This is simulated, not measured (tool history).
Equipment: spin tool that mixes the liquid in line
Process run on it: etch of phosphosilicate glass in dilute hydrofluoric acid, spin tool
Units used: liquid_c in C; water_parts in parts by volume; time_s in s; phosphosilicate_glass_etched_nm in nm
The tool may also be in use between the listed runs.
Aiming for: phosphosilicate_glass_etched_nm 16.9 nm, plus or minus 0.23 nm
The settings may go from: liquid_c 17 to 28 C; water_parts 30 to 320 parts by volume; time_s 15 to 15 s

run	day	liquid_c	water_parts	time_s	phosphosilicate_glass_etched_nm
1	0	20	175	15	6.7457
2	0.142	20	175	15	6.7257
3	0.242	21	160	15	7.8177
4	0.354	20	160	15	7.4567
5	0.55	20	160	15	7.461
6	0.708	20	160	15	7.4947
7	0.9	20	160	15	7.5053
8	0.967	21	150	15	8.4064
9	1.012	22	140	15	9.4697

Next run, 4 choices. One meets every target within its allowed miss, the rest don't. Which?
A	1.058	21.5	75	15	?
B	1.058	24	90	15	?
C	1.058	27.5	105	15	?
D	1.058	21.5	85	15	?

move	phosphosilicate_glass_etched_nm
A	18.632
B	16.871
C	16.263
D	16.244
A: carries the result that was furthest off beyond its target, to the other side
B: all results land within tolerance of their targets
C: gains on the last run, yet a result remains outside its allowed miss
D: gains on the last run, yet a result remains outside its allowed miss
Go with B: it meets all targets.

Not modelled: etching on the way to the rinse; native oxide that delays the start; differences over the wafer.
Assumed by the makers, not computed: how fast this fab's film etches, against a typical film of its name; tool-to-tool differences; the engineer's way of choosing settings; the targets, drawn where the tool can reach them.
